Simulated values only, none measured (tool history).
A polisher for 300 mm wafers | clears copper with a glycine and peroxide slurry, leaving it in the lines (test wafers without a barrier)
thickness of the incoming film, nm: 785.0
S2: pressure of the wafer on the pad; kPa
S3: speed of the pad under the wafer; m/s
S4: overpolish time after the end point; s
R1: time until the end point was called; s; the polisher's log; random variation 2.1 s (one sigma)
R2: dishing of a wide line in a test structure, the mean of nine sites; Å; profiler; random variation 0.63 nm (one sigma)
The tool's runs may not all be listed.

run 1 hour=0.0 | flow_of_slurry_(ml/min)=200 S2=22.1 S3=0.80 S4=9 | R1=160.11 R2=324.49
run 2 hour=2.8 | flow_of_slurry_(ml/min)=200 S2=21.4 S3=0.80 S4=9 | R1=160.88 R2=320.11
run 3 hour=11.5 | flow_of_slurry_(ml/min)=200 S2=20.7 S3=0.80 S4=9 | R1=166.62 R2=311.34
run 4 hour=19.5 | flow_of_slurry_(ml/min)=200 S2=20.7 S3=0.80 S4=6 | R1=166.28 R2=226.08
run 5 hour=23.4 | flow_of_slurry_(ml/min)=200 S2=20.0 S3=0.80 S4=7 | R1=167.84 R2=243.28
run 6 hour=28.8 | flow_of_slurry_(ml/min)=215 S2=20.0 S3=0.80 S4=7 | R1=168.25 R2=239.63

Forecast run 7:
run 7 hour=31.0 | flow_of_slurry_(ml/min)=210 S2=20.0 S3=0.80 S4=8 | R1=? R2=?

Run 7 gave R1 171.92 s, R2 270.99 Å.
